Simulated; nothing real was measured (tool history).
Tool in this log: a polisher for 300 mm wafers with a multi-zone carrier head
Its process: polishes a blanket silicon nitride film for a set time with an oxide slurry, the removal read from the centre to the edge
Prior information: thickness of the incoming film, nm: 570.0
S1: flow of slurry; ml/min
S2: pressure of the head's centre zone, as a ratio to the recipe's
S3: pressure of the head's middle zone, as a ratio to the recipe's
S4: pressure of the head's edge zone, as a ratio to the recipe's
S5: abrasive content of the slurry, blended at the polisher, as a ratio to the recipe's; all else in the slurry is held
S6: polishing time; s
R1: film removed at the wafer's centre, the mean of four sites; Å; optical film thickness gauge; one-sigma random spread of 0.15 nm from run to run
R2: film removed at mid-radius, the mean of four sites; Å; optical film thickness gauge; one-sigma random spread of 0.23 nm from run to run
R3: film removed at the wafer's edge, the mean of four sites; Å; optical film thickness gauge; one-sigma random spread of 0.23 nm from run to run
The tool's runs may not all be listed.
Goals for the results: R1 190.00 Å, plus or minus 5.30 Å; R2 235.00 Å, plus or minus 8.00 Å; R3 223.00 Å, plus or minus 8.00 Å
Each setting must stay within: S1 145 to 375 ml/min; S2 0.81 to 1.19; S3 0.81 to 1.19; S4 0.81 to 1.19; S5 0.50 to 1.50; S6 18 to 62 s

{"run": 1, "day": 0.0, "S1": 240, "S2": 1.0, "S3": 1.0, "S4": 1.0, "S5": 1.0, "S6": 40, "R1": 402.33, "R2": 417.61, "R3": 411.7}
{"run": 2, "day": 0.221, "S1": 240, "S2": 1.0, "S3": 1.0, "S4": 1.0, "S5": 1.0, "S6": 33, "R1": 338.24, "R2": 339.4, "R3": 341.88}
{"run": 3, "day": 0.512, "S1": 240, "S2": 1.0, "S3": 1.0, "S4": 0.95, "S5": 1.0, "S6": 33, "R1": 330.46, "R2": 345.12, "R3": 334.96}
{"run": 4, "day": 0.612, "S1": 240, "S2": 1.0, "S3": 1.0, "S4": 0.95, "S5": 0.8, "S6": 33, "R1": 289.85, "R2": 290.97, "R3": 292.24}
{"run": 5, "day": 0.833, "S1": 235, "S2": 0.98, "S3": 1.0, "S4": 0.94, "S5": 0.75, "S6": 33, "R1": 270.06, "R2": 283.13, "R3": 275.82}
{"run": 6, "day": 1.167, "S1": 230, "S2": 0.96, "S3": 0.99, "S4": 0.93, "S5": 0.75, "S6": 33, "R1": 261.63, "R2": 281.32, "R3": 273.02}
{"run": 7, "day": 1.288, "S1": 225, "S2": 0.95, "S3": 0.98, "S4": 0.92, "S5": 0.75, "S6": 33, "R1": 259.69, "R2": 274.32, "R3": 272.01}
{"run": 8, "day": 1.621, "S1": 220, "S2": 0.93, "S3": 0.98, "S4": 0.91, "S5": 0.75, "S6": 33, "R1": 254.38, "R2": 276.81, "R3": 264.83}
{"run": 9, "day": 1.85, "S1": 220, "S2": 0.92, "S3": 0.98, "S4": 0.92, "S5": 0.7, "S6": 33, "R1": 240.51, "R2": 259.56, "R3": 260.59}
{"run": 10, "day": 1.879, "S1": 190, "S2": 0.82, "S3": 1.04, "S4": 0.82, "S5": 0.5, "S6": 32, "R1": 145.17, "R2": 190.12, "R3": 171.33}
{"run": 11, "day": 1.95, "S1": 205, "S2": 0.82, "S3": 1.04, "S4": 0.83, "S5": 0.5, "S6": 32, "R1": 147.67, "R2": 193.87, "R3": 174.46}
{"run": 12, "day": 2.258, "S1": 215, "S2": 0.83, "S3": 1.04, "S4": 0.85, "S5": 0.5, "S6": 32, "R1": 152.48, "R2": 194.92, "R3": 174.41}
{"run": 13, "day": 2.308, "S1": 210, "S2": 0.84, "S3": 1.05, "S4": 0.87, "S5": 0.5, "S6": 32, "R1": 153.99, "R2": 194.08, "R3": 175.25}
{"run": 14, "day": 2.642, "S1": 210, "S2": 0.84, "S3": 1.04, "S4": 0.87, "S5": 0.5, "S6": 32, "R1": 154.51, "R2": 194.93, "R3": 174.12}
{"run": 15, "day": 2.812, "S1": 215, "S2": 0.84, "S3": 1.02, "S4": 0.86, "S5": 0.65, "S6": 32, "R1": 198.92, "R2": 247.18, "R3": 223.28}
{"run": 16, "day": 3.008, "S1": 210, "S2": 0.84, "S3": 1.02, "S4": 0.86, "S5": 0.65, "S6": 32, "R1": 196.57, "R2": 246.14, "R3": 224.24}
{"run": 17, "day": 3.258, "S1": 205, "S2": 0.84, "S3": 1.02, "S4": 0.86, "S5": 0.65, "S6": 32, "R1": 196.13, "R2": 246.27, "R3": 221.63}

Which one of the following 5 next-run settings gets every result inside its allowed miss? There is exactly one.
{"run": "A", "day": 3.508, "S1": 270, "S2": 0.92, "S3": 1.06, "S4": 0.96, "S5": 0.7, "S6": 27, "R1": "?", "R2": "?", "R3": "?"}
{"run": "B", "day": 3.508, "S1": 245, "S2": 0.87, "S3": 1.07, "S4": 0.86, "S5": 0.75, "S6": 28, "R1": "?", "R2": "?", "R3": "?"}
{"run": "C", "day": 3.508, "S1": 290, "S2": 0.83, "S3": 1.0, "S4": 0.89, "S5": 0.6, "S6": 32, "R1": "?", "R2": "?", "R3": "?"}
{"run": "D", "day": 3.508, "S1": 195, "S2": 0.82, "S3": 1.08, "S4": 0.88, "S5": 0.75, "S6": 29, "R1": "?", "R2": "?", "R3": "?"}
{"run": "E", "day": 3.508, "S1": 260, "S2": 0.81, "S3": 1.11, "S4": 0.86, "S5": 0.75, "S6": 28, "R1": "?", "R2": "?", "R3": "?"}

move=A R1=202.93 R2=232.42 R3=218.15
move=B R1=206.85 R2=253.07 R3=224.65
move=C R1=191.90 R2=232.13 R3=220.71
move=D R1=194.35 R2=255.45 R3=229.19
move=E R1=194.11 R2=263.18 R3=225.79
A: the furthest-off result lands on target, but another misses its tolerance
B: lands further from the targets than the last run did
C: hits every target within its allowed miss
D: lands further from the targets than the last run did
E: lands further from the targets than the last run did
Answer: C
